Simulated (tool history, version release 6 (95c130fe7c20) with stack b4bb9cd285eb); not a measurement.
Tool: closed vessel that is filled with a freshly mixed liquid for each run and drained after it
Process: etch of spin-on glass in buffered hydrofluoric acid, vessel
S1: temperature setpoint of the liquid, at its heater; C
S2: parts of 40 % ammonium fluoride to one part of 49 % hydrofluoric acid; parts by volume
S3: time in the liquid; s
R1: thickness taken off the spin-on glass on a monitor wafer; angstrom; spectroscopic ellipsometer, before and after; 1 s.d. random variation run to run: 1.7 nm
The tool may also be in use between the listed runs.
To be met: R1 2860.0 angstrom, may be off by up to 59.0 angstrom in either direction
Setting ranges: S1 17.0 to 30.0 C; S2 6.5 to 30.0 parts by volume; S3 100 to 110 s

run 1 hour=0.0 | S1=22.0 S2=19.5 S3=100 | R1=1909.3
run 2 hour=5.4 | S1=24.0 S2=19.5 S3=100 | R1=2111.8
run 3 hour=9.6 | S1=24.0 S2=15.5 S3=100 | R1=2675.7
run 4 hour=13.9 | S1=24.0 S2=15.5 S3=110 | R1=2935.5
run 5 hour=21.3 | S1=24.0 S2=19.5 S3=110 | R1=2341.9
run 6 hour=27.9 | S1=24.0 S2=21.5 S3=110 | R1=2164.6
run 7 hour=33.6 | S1=28.0 S2=21.5 S3=110 | R1=2671.1
run 8 hour=35.6 | S1=28.5 S2=21.5 S3=110 | R1=2795.0

Which of these 4 next moves meets every target?
run A hour=37.6 | S1=24.5 S2=16.5 S3=105 | R1=?
run B hour=37.6 | S1=29.0 S2=21.0 S3=110 | R1=?
run C hour=37.6 | S1=30.0 S2=21.5 S3=100 | R1=?
run D hour=37.6 | S1=28.5 S2=19.5 S3=100 | R1=?

move=A R1=2697.9
move=B R1=2881.2
move=C R1=2717.7
move=D R1=2703.7
A: further off than the last run
B: all results land within tolerance of their targets
C: further off than the last run
D: further off than the last run
So the answer is move B, the one that meets all the targets.

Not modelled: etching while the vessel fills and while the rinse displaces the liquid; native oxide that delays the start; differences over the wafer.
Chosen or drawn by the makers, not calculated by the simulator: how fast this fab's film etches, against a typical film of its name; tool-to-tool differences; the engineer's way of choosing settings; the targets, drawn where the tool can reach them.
